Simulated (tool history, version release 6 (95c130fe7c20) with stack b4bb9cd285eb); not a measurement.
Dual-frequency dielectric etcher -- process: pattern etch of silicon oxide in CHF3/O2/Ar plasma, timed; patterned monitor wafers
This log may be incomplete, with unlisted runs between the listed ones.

run,hour,source power (W),bias power (W),etch time (s),mean etch depth across the wafer (nm)
1,0,840,121,610.5,1092.2
2,8,840,121,636,1140.4
3,8.7,870,122,636,1176.5
4,15.2,870,113,636,1146.4
5,16.9,890,113,636,1166.4
6,19.3,910,113,636,1178.7
7,28.3,920,113,636,1184

Run 8 has not been measured yet. What should we expect?
8,29.2,920,113,636,?

mean etch depth across the wafer (nm): 1194.4

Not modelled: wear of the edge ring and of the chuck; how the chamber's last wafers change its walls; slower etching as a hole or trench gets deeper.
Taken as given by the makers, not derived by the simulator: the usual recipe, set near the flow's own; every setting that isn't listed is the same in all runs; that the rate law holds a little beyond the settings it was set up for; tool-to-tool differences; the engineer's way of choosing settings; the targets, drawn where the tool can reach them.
